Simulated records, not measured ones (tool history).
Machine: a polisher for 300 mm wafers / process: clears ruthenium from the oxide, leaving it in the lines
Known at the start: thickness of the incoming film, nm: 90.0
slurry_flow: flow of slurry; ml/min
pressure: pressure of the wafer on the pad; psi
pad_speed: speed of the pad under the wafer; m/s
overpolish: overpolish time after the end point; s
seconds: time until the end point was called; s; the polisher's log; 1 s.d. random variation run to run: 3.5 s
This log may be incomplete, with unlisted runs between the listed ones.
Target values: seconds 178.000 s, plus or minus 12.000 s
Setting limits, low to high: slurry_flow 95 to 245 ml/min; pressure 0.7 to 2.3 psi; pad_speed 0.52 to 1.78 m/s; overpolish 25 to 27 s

run 1 day=0.000 | slurry_flow=155 pressure=1.5 pad_speed=1.14 overpolish=25 | seconds=81.776
run 2 day=0.262 | slurry_flow=180 pressure=1.5 pad_speed=1.14 overpolish=25 | seconds=80.667
run 3 day=0.417 | slurry_flow=180 pressure=1.8 pad_speed=1.14 overpolish=25 | seconds=70.589
run 4 day=0.446 | slurry_flow=180 pressure=2.1 pad_speed=1.14 overpolish=25 | seconds=59.343
run 5 day=0.700 | slurry_flow=205 pressure=2.1 pad_speed=1.14 overpolish=25 | seconds=57.011
run 6 day=0.900 | slurry_flow=205 pressure=1.9 pad_speed=1.14 overpolish=25 | seconds=64.240
run 7 day=1.167 | slurry_flow=195 pressure=1.5 pad_speed=0.82 overpolish=25 | seconds=103.960
-- day=1.229 slurry nozzle cleaned
run 8 day=1.229 | slurry_flow=195 pressure=1.4 pad_speed=0.78 overpolish=25 | seconds=114.740
run 9 day=1.450 | slurry_flow=195 pressure=1.3 pad_speed=0.76 overpolish=25 | seconds=121.810
run 10 day=1.658 | slurry_flow=195 pressure=1.2 pad_speed=0.74 overpolish=25 | seconds=137.190
run 11 day=1.783 | slurry_flow=195 pressure=1.1 pad_speed=0.74 overpolish=25 | seconds=142.050
run 12 day=1.821 | slurry_flow=195 pressure=1.0 pad_speed=0.74 overpolish=25 | seconds=154.300

Below are 5 possible settings for the next run. Only one of them brings all results inside the allowed miss of their targets. Which is it?
run A day=1.858 | slurry_flow=185 pressure=1.2 pad_speed=0.78 overpolish=25 | seconds=?
run B day=1.858 | slurry_flow=175 pressure=1.1 pad_speed=1.00 overpolish=27 | seconds=?
run C day=1.858 | slurry_flow=210 pressure=1.0 pad_speed=0.84 overpolish=27 | seconds=?
run D day=1.858 | slurry_flow=205 pressure=0.9 pad_speed=0.68 overpolish=27 | seconds=?
run E day=1.858 | slurry_flow=190 pressure=1.0 pad_speed=0.76 overpolish=25 | seconds=?

move=A seconds=132.300
move=B seconds=115.380
move=C seconds=141.130
move=D seconds=182.930
move=E seconds=155.440
A: the biggest miss grows against the last run
B: the biggest miss grows against the last run
C: the biggest miss grows against the last run
D: every result lands within tolerance
E: neither nearer nor further off than the last run
Correct choice: D, which meets every target
